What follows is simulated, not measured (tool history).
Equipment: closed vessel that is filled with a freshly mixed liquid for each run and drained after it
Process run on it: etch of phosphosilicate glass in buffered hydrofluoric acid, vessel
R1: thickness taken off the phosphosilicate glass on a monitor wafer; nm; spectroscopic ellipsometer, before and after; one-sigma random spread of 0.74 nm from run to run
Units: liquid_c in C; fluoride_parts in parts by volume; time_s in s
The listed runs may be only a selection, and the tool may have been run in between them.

{"run": 1, "day": 0.0, "liquid_c": 22, "fluoride_parts": 11, "time_s": 35, "R1": 92.275}
{"run": 2, "day": 0.108, "liquid_c": 24, "fluoride_parts": 11, "time_s": 35, "R1": 103.76}
{"run": 3, "day": 0.133, "liquid_c": 24, "fluoride_parts": 11, "time_s": 30, "R1": 89.846}
{"run": 4, "day": 0.275, "liquid_c": 24, "fluoride_parts": 12.5, "time_s": 30, "R1": 78.325}
{"run": 5, "day": 0.471, "liquid_c": 26, "fluoride_parts": 12, "time_s": 30, "R1": 90.992}
{"run": 6, "day": 0.612, "liquid_c": 27.5, "fluoride_parts": 12, "time_s": 30, "R1": 98.968}

Expected results for the next run?
{"run": 7, "day": 0.662, "liquid_c": 28.5, "fluoride_parts": 12, "time_s": 30, "R1": "?"}

{"run 7": {"R1": 104.98}}
